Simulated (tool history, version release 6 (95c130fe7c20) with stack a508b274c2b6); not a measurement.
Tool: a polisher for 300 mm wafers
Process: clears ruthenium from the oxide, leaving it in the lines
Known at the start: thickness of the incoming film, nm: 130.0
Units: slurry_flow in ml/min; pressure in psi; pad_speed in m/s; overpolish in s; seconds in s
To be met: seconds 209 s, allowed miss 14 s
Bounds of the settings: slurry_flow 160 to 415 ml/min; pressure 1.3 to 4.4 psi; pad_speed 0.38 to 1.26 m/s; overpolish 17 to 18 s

Run 1, day 0: slurry_flow 265 ml/min, pressure 2.8 psi, pad_speed 0.82 m/s, overpolish 17 s. Result: seconds 113.24 s.
Run 2, day 0.062: slurry_flow 265 ml/min, pressure 2.5 psi, pad_speed 0.8 m/s, overpolish 17 s. Result: seconds 126.52 s.
Run 3, day 0.342: slurry_flow 265 ml/min, pressure 2.5 psi, pad_speed 0.8 m/s, overpolish 17 s. Result: seconds 124.8 s.
Run 4, day 0.412: slurry_flow 265 ml/min, pressure 2.2 psi, pad_speed 0.76 m/s, overpolish 17 s. Result: seconds 147.5 s.
Run 5, day 0.467: slurry_flow 265 ml/min, pressure 2 psi, pad_speed 0.74 m/s, overpolish 17 s. Result: seconds 169.58 s.
Run 6, day 0.754: slurry_flow 265 ml/min, pressure 2 psi, pad_speed 0.9 m/s, overpolish 17 s. Result: seconds 146.19 s.
Run 7, day 0.804: slurry_flow 265 ml/min, pressure 1.8 psi, pad_speed 0.88 m/s, overpolish 17 s. Result: seconds 163.52 s.
Run 8, day 0.988: slurry_flow 265 ml/min, pressure 1.3 psi, pad_speed 0.82 m/s, overpolish 17 s. Result: seconds 241.61 s.

4 next moves are on the table. One of them brings every result within its allowed miss. Which?
Run A, day 1.171: slurry_flow 225 ml/min, pressure 1.3 psi, pad_speed 0.5 m/s, overpolish 18 s. Result: seconds ?.
Run B, day 1.171: slurry_flow 225 ml/min, pressure 1.5 psi, pad_speed 0.64 m/s, overpolish 18 s. Result: seconds ?.
Run C, day 1.171: slurry_flow 275 ml/min, pressure 1.4 psi, pad_speed 0.92 m/s, overpolish 18 s. Result: seconds ?.
Run D, day 1.171: slurry_flow 235 ml/min, pressure 1.4 psi, pad_speed 0.6 m/s, overpolish 17 s. Result: seconds ?.

move  seconds
   A   323.34
   B   246.05
   C    203.7
   D   271.13
A: further off than the last run
B: further off than the last run
C: meets every target
D: further off than the last run
The right move is C.

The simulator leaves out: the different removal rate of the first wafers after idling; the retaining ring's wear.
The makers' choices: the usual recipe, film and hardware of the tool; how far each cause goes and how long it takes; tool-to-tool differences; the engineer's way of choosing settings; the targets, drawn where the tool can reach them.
